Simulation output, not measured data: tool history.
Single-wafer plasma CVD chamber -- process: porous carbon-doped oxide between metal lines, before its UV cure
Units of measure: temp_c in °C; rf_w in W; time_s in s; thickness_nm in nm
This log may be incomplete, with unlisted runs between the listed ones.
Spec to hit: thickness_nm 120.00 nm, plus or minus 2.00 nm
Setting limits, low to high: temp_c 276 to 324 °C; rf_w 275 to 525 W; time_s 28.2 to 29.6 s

run,day,temp_c,rf_w,time_s,thickness_nm
1,0.000,300,400,29.6,138.79
2,0.279,307,395,29.6,132.65
3,0.571,312,390,29.6,128.83
4,0.654,315,385,29.6,125.79
5,1.012,317,380,29.6,124.58
6,1.088,312,380,29.6,126.46
7,1.171,315,380,29.6,124.83
8,1.450,317,380,29.6,124.12
9,1.638,319,380,29.6,123.08

Consider the 4 candidate settings below. Which is the only one whose results all fall within their allowed miss of target?
A,1.825,317,385,29.6,?
B,1.825,311,390,29.6,?
C,1.825,324,405,28.4,?
D,1.825,322,400,29.6,?

move,thickness_nm
A,124.63
B,129.13
C,119.62
D,124.68
A: lands further from the targets than the last run did
B: lands further from the targets than the last run did
C: all results land within tolerance of their targets
D: lands further from the targets than the last run did
The right move is C.
